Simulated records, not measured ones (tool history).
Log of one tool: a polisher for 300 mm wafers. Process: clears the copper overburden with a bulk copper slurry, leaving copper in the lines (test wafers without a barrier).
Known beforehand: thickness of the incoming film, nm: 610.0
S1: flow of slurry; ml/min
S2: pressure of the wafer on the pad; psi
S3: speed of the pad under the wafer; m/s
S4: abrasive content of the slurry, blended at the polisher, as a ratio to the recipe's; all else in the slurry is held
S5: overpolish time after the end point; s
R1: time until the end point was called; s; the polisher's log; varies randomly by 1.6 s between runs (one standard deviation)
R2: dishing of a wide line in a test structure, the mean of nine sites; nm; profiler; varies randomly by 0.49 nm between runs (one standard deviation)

Run 1, hour 0.0: S1 120 ml/min, S2 3.0 psi, S3 1.32 m/s, S4 1.00, S5 12 s. Result: R1 60.353 s, R2 62.894 nm.
Run 2, hour 1.5: S1 120 ml/min, S2 3.0 psi, S3 1.32 m/s, S4 1.00, S5 10 s. Result: R1 59.675 s, R2 56.666 nm.
Run 3, hour 7.4: S1 120 ml/min, S2 2.7 psi, S3 1.32 m/s, S4 1.00, S5 9 s. Result: R1 66.501 s, R2 48.880 nm.
Run 4, hour 10.5: S1 120 ml/min, S2 2.7 psi, S3 1.32 m/s, S4 1.15, S5 9 s. Result: R1 66.847 s, R2 47.334 nm.
Run 5, hour 15.4: S1 120 ml/min, S2 2.5 psi, S3 1.32 m/s, S4 1.15, S5 9 s. Result: R1 69.741 s, R2 45.267 nm.
Run 6, hour 19.0: S1 120 ml/min, S2 2.3 psi, S3 1.32 m/s, S4 1.15, S5 9 s. Result: R1 75.803 s, R2 41.475 nm.
Run 7, hour 23.6: S1 120 ml/min, S2 2.2 psi, S3 1.32 m/s, S4 1.15, S5 9 s. Result: R1 75.843 s, R2 40.009 nm.
Run 8, hour 26.5: S1 120 ml/min, S2 2.1 psi, S3 1.32 m/s, S4 1.15, S5 9 s. Result: R1 82.412 s, R2 39.051 nm.
At hour 33.2: head pressure recalibrated.
Run 9, hour 33.2: S1 120 ml/min, S2 2.0 psi, S3 1.32 m/s, S4 1.15, S5 9 s. Result: R1 82.518 s, R2 39.996 nm.

What will run 10 give?
Run 10, hour 41.7: S1 120 ml/min, S2 1.9 psi, S3 1.32 m/s, S4 1.15, S5 9 s. Result: R1 ?, R2 ?.

R1: 84.753 s
R2: 37.866 nm

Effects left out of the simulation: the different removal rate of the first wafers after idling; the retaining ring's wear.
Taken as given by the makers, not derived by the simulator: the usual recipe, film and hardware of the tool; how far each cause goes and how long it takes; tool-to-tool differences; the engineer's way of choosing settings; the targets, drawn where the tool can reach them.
